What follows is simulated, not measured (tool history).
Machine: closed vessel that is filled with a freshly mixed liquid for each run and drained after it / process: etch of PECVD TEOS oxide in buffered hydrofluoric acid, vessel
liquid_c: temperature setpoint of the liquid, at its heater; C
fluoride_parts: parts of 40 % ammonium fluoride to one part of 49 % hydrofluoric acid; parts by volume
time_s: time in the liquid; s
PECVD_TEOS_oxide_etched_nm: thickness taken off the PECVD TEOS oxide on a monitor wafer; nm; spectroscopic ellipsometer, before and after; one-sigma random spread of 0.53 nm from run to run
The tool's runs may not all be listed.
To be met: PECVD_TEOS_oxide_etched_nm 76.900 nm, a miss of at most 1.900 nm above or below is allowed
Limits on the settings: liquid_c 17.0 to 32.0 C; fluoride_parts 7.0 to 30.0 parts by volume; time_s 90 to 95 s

run    day  liquid_c  fluoride_parts  time_s  PECVD_TEOS_oxide_etched_nm
  1  0.000      24.0            19.0      90                      57.003
  2  0.083      26.0            19.0      90                      63.689
  3  0.421      26.0            19.0      95                      66.778
  4  0.600      26.0            19.0      90                      63.961
  5  0.962      24.5            19.0      90                      58.223
  6  1.217      24.5            23.5      90                      49.795
  7  1.496      27.0            23.0      90                      56.769
  8  1.521      28.5            22.5      90                      63.745
     1.658  -- thermometer replaced
  9  1.658      32.0            22.5      90                      83.203
 10  1.979      31.5            22.5      90                      80.707

4 candidate next runs follow, results not yet known. Just one meets every target within its allowed miss. Identify it.
  A  2.300      30.5            22.0      95                           ?
  B  2.300      32.0            21.5      90                           ?
  C  2.300      31.5            21.5      95                           ?
  D  2.300      31.5            24.0      90                           ?

move  PECVD_TEOS_oxide_etched_nm
   A                      82.622
   B                      86.020
   C                      88.455
   D                      77.746
A: its largest miss is bigger than the last run's
B: its largest miss is bigger than the last run's
C: its largest miss is bigger than the last run's
D: each result inside its tolerance
D meets every target.

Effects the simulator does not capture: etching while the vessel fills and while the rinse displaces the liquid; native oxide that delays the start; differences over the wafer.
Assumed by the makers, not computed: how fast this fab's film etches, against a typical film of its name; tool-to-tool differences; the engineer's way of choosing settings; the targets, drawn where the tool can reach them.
